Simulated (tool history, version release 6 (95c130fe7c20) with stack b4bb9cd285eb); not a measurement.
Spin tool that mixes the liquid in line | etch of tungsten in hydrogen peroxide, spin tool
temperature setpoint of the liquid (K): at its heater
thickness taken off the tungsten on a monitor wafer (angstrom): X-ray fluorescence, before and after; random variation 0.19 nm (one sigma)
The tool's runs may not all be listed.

run	hour	temperature setpoint of the liquid (K)	concentration of hydrogen peroxide in the mixed liquid (% by weight)	time under the liquid (s)	thickness taken off the tungsten on a monitor wafer (angstrom)
1	0.0	324.15	15.5	50	398.09
2	0.7	321.65	15.5	50	338.74
3	8.0	318.15	15.5	50	271.83
4	13.9	318.15	15.5	50	272.99
5	17.3	317.15	15.5	50	250.81
6	26.2	317.15	15.5	50	257.40
7	30.1	316.15	15.5	50	238.08
8	33.2	315.65	15.5	50	235.89

Expected results for the next run?
9	34.0	313.65	15.5	50	?

thickness taken off the tungsten on a monitor wafer (angstrom): 204.23
